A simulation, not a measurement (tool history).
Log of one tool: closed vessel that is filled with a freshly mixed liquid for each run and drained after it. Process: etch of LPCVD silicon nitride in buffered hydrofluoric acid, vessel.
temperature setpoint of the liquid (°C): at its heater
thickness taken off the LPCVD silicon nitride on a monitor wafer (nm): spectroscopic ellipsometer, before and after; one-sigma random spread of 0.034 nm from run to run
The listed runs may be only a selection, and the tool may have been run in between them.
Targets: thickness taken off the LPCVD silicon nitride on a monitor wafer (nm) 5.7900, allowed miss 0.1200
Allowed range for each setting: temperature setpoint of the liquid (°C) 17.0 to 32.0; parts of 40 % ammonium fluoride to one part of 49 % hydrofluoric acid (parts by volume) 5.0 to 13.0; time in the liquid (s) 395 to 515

run,hour,temperature setpoint of the liquid (°C),parts of 40 % ammonium fluoride to one part of 49 % hydrofluoric acid (parts by volume),time in the liquid (s),thickness taken off the LPCVD silicon nitride on a monitor wafer (nm)
1,0.0,24.0,8.0,515,8.3200
2,9.1,22.5,8.0,515,7.6257
3,12.1,22.5,6.0,515,10.1250
4,21.1,21.0,6.5,515,8.5745
5,28.4,17.5,6.5,515,7.1381
6,31.7,17.5,6.5,515,7.0812
7,37.0,17.5,7.0,515,6.6714
8,45.6,17.0,7.5,515,5.9849
9,55.2,17.0,7.5,475,5.5482

Next run, 5 choices. One meets every target within its allowed miss, the rest don't. Which?
A,64.8,18.5,7.5,455,?
B,64.8,17.0,7.0,435,?
C,64.8,17.5,7.5,460,?
D,64.8,17.5,7.5,455,?
E,64.8,19.0,7.5,415,?

move,thickness taken off the LPCVD silicon nitride on a monitor wafer (nm)
A,5.8372
B,5.5216
C,5.5761
D,5.5155
E,5.4764
A: every result within its allowed miss
B: misses by more than the last run did
C: closer than the last run, but not yet in spec
D: misses by more than the last run did
E: misses by more than the last run did
Correct choice: A, which meets every target
